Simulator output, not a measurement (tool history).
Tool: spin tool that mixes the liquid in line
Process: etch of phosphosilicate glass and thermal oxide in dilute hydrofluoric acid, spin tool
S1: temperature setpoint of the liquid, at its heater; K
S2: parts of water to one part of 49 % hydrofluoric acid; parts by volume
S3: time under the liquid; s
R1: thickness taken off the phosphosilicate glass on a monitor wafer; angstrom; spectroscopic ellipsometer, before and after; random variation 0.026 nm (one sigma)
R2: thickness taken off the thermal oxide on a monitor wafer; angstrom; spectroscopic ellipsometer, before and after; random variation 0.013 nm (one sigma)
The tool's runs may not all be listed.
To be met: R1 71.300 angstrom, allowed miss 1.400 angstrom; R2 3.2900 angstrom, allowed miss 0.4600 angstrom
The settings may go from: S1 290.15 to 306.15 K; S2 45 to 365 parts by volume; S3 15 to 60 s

{"run": 1, "hour": 0.0, "S1": 298.15, "S2": 205, "S3": 30, "R1": 137.48, "R2": 6.6678}
{"run": 2, "hour": 7.6, "S1": 296.65, "S2": 215, "S3": 30, "R1": 123.45, "R2": 5.7361}
{"run": 3, "hour": 10.2, "S1": 295.65, "S2": 225, "S3": 30, "R1": 112.09, "R2": 5.2749}
{"run": 4, "hour": 14.6, "S1": 295.65, "S2": 225, "S3": 40, "R1": 150.24, "R2": 6.493}
{"hour": 20.8, "done": "hydrofluoric acid flow meter replaced"}
{"run": 5, "hour": 20.8, "S1": 295.65, "S2": 280, "S3": 40, "R1": 105.21, "R2": 5.14}
{"run": 6, "hour": 24.3, "S1": 294.65, "S2": 285, "S3": 40, "R1": 100.21, "R2": 4.6762}
{"run": 7, "hour": 28.8, "S1": 294.15, "S2": 290, "S3": 40, "R1": 95.886, "R2": 4.1029}
{"run": 8, "hour": 33.6, "S1": 294.15, "S2": 300, "S3": 40, "R1": 91.807, "R2": 3.9956}
{"run": 9, "hour": 35.7, "S1": 294.15, "S2": 305, "S3": 40, "R1": 90.118, "R2": 4.2325}

4 next moves are on the table. One of them brings every result within its allowed miss. Which?
{"run": "A", "hour": 37.8, "S1": 291.65, "S2": 190, "S3": 35, "R1": "?", "R2": "?"}
{"run": "B", "hour": 37.8, "S1": 301.65, "S2": 320, "S3": 45, "R1": "?", "R2": "?"}
{"run": "C", "hour": 37.8, "S1": 292.15, "S2": 275, "S3": 30, "R1": "?", "R2": "?"}
{"run": "D", "hour": 37.8, "S1": 291.15, "S2": 310, "S3": 40, "R1": "?", "R2": "?"}

move=A R1=127.960 R2=5.8175
move=B R1=122.790 R2=5.5822
move=C R1=71.420 R2=3.2469
move=D R1=78.941 R2=3.5888
A: further off than the last run
B: further off than the last run
C: meets every target
D: nearer than the last run, and not there yet
Answer: C

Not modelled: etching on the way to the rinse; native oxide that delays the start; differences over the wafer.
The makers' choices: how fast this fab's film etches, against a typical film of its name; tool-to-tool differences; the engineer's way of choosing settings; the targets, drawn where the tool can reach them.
